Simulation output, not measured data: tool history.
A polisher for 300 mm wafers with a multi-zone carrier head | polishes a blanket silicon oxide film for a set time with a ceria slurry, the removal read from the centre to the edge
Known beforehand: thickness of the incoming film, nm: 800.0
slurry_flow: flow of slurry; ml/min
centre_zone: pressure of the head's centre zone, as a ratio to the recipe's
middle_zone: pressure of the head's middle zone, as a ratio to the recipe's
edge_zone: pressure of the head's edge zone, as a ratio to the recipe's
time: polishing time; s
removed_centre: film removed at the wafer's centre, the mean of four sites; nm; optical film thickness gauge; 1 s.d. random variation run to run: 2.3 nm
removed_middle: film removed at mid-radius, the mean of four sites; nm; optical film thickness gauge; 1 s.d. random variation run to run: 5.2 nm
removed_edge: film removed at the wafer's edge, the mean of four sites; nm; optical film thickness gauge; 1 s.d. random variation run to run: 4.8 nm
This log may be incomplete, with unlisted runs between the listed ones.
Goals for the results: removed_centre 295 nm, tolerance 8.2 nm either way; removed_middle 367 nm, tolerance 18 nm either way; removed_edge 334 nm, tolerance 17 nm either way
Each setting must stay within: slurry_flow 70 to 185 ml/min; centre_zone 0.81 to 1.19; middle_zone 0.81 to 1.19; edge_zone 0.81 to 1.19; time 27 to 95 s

run	hour	slurry_flow	centre_zone	middle_zone	edge_zone	time	removed_centre	removed_middle	removed_edge
1	0	120	1	1	1	61	246.32	239.35	251.37
2	6.1	130	0.97	1.06	1.03	64	251.66	271.14	270.02
3	12.1	140	0.97	1.1	1.06	66	264.06	290	279.82
4	18.9	145	0.95	1.12	1.07	69	274.81	308.23	294.41
5	22.9	150	0.93	1.14	1.08	71	279.81	325.24	305.5
6	23.7	155	0.92	1.15	1.09	72	277.88	331.96	314.04
7	32.4	160	0.92	1.16	1.09	73	288.56	338.24	319.14
8	35.1	155	0.91	1.17	1.09	74	282.3	349.86	329.79
9	38.9	160	0.91	1.18	1.08	74	282.96	353.38	327.83

Of the 4 settings listed for the next run, only one would bring every result within its allowed miss of target. Which one?
A	42.7	130	0.9	1.16	1	81	?	?	?
B	42.7	140	0.94	1.08	1.15	76	?	?	?
C	42.7	155	0.88	1.19	0.9	76	?	?	?
D	42.7	160	0.97	1.19	1.04	68	?	?	?

move	removed_centre	removed_middle	removed_edge
A	296.66	365.78	337
B	295.29	328.73	342.75
C	282.13	361.63	307.66
D	280.15	325.06	295.99
A: meets every target
B: the worst result of the last run now meets its target, but another is out of spec
C: moves away from the targets compared with the last run
D: moves away from the targets compared with the last run
A is the move that brings every result within its allowed miss.

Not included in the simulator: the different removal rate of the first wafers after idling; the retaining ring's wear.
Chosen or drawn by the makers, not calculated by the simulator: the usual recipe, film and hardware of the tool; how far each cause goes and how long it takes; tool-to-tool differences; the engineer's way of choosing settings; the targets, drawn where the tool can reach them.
